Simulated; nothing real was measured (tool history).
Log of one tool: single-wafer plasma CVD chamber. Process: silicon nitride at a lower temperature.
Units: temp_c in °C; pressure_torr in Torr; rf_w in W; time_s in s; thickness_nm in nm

run,day,temp_c,pressure_torr,rf_w,time_s,thickness_nm
1,0,345,1.86,245,23.4,25.64
2,0.192,345,1.79,240,23.4,25.137
3,0.35,345,1.73,235,23.4,24.291
4,0.442,345,1.67,235,23.4,24.22
5,0.808,345,1.62,230,23.4,23.791
6,0.958,349,1.62,230,23.4,23.645
7,0.979,349,1.57,230,23.4,23.468

Forecast run 8:
8,1.021,349,1.53,230,23.4,?

Run 8 gave thickness_nm 23.285 nm.
